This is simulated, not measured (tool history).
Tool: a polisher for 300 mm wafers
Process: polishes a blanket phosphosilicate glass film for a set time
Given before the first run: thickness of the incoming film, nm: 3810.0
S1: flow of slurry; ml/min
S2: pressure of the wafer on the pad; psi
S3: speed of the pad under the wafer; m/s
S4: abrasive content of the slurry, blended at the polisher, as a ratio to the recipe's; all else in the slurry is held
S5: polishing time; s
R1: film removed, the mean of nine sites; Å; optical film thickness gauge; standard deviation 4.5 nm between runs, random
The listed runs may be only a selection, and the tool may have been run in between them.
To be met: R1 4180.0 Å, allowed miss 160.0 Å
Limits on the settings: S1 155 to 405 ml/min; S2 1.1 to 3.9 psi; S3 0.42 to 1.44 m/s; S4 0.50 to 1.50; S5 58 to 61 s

{"run": 1, "hour": 0.0, "S1": 260, "S2": 2.5, "S3": 0.92, "S4": 1.0, "S5": 58, "R1": 2688.4}
{"run": 2, "hour": 1.7, "S1": 260, "S2": 2.5, "S3": 1.02, "S4": 1.0, "S5": 58, "R1": 2934.5}
{"run": 3, "hour": 3.5, "S1": 260, "S2": 2.5, "S3": 1.02, "S4": 1.0, "S5": 61, "R1": 3045.0}
{"run": 4, "hour": 11.4, "S1": 260, "S2": 2.6, "S3": 1.02, "S4": 1.0, "S5": 61, "R1": 3159.0}
{"run": 5, "hour": 14.9, "S1": 260, "S2": 2.6, "S3": 1.02, "S4": 0.9, "S5": 61, "R1": 2922.2}
{"run": 6, "hour": 16.0, "S1": 260, "S2": 2.9, "S3": 1.02, "S4": 0.9, "S5": 61, "R1": 3216.8}
{"run": 7, "hour": 20.7, "S1": 260, "S2": 2.9, "S3": 1.02, "S4": 0.9, "S5": 61, "R1": 3236.9}
{"run": 8, "hour": 23.4, "S1": 260, "S2": 3.0, "S3": 1.02, "S4": 0.9, "S5": 61, "R1": 3301.0}
{"run": 9, "hour": 27.8, "S1": 260, "S2": 3.1, "S3": 1.02, "S4": 0.9, "S5": 61, "R1": 3369.7}
{"run": 10, "hour": 29.1, "S1": 260, "S2": 3.2, "S3": 1.02, "S4": 0.9, "S5": 61, "R1": 3481.7}
{"run": 11, "hour": 34.5, "S1": 260, "S2": 3.3, "S3": 1.02, "S4": 0.9, "S5": 61, "R1": 3528.4}
{"run": 12, "hour": 35.3, "S1": 260, "S2": 3.4, "S3": 1.02, "S4": 0.9, "S5": 61, "R1": 3605.4}
{"run": 13, "hour": 43.7, "S1": 260, "S2": 3.5, "S3": 1.02, "S4": 0.9, "S5": 61, "R1": 3686.8}

Consider the 4 candidate settings below. Which is the only one whose results all fall within their allowed miss of target?
{"run": "A", "hour": 52.1, "S1": 260, "S2": 2.6, "S3": 1.44, "S4": 0.85, "S5": 61, "R1": "?"}
{"run": "B", "hour": 52.1, "S1": 255, "S2": 3.3, "S3": 0.9, "S4": 0.85, "S5": 58, "R1": "?"}
{"run": "C", "hour": 52.1, "S1": 240, "S2": 3.4, "S3": 1.1, "S4": 0.9, "S5": 61, "R1": "?"}
{"run": "D", "hour": 52.1, "S1": 235, "S2": 3.8, "S3": 1.02, "S4": 0.95, "S5": 61, "R1": "?"}

move=A R1=3749.2
move=B R1=2960.6
move=C R1=3887.5
move=D R1=4162.5
A: closer than the last run, but not yet in spec
B: its largest miss is bigger than the last run's
C: closer than the last run, but not yet in spec
D: meets every target
The move that meets every target is D.
